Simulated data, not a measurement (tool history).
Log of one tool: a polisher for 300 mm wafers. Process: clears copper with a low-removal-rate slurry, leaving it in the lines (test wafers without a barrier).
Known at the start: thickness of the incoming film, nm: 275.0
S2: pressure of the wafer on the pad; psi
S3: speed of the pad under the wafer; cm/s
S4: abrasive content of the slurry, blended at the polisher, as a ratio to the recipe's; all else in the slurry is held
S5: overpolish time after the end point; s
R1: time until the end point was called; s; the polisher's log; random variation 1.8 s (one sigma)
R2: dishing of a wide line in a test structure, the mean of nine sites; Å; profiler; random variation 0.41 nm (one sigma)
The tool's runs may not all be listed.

run 1 hour=0.0 | flow_of_slurry_(ml/min)=185 S2=2.4 S3=92 S4=1.00 S5=26 | R1=144.46 R2=315.85
run 2 hour=3.0 | flow_of_slurry_(ml/min)=185 S2=2.4 S3=100 S4=1.00 S5=26 | R1=133.28 R2=346.72
run 3 hour=3.6 | flow_of_slurry_(ml/min)=210 S2=2.7 S3=88 S4=1.10 S5=22 | R1=130.63 R2=301.71
run 4 hour=11.8 | flow_of_slurry_(ml/min)=210 S2=2.7 S3=96 S4=1.10 S5=22 | R1=121.55 R2=327.11
run 5 hour=19.5 | flow_of_slurry_(ml/min)=210 S2=2.9 S3=96 S4=1.10 S5=22 | R1=114.48 R2=336.17
run 6 hour=20.4 | flow_of_slurry_(ml/min)=210 S2=2.6 S3=96 S4=1.10 S5=22 | R1=125.26 R2=322.96
run 7 hour=29.1 | flow_of_slurry_(ml/min)=185 S2=2.9 S3=96 S4=0.95 S5=19 | R1=116.58 R2=295.72
run 8 hour=35.6 | flow_of_slurry_(ml/min)=165 S2=3.1 S3=94 S4=0.85 S5=16 | R1=123.50 R2=258.07
run 9 hour=42.3 | flow_of_slurry_(ml/min)=170 S2=3.2 S3=94 S4=0.75 S5=14 | R1=121.54 R2=231.26
run 10 hour=47.1 | flow_of_slurry_(ml/min)=170 S2=3.2 S3=94 S4=0.75 S5=14 | R1=118.21 R2=234.91
run 11 hour=54.0 | flow_of_slurry_(ml/min)=200 S2=3.3 S3=92 S4=0.70 S5=13 | R1=115.57 R2=218.16

Forecast run 12:
run 12 hour=55.6 | flow_of_slurry_(ml/min)=200 S2=3.3 S3=92 S4=0.70 S5=13 | R1=? R2=?

Run 12 gave R1 118.88 s, R2 214.13 Å.

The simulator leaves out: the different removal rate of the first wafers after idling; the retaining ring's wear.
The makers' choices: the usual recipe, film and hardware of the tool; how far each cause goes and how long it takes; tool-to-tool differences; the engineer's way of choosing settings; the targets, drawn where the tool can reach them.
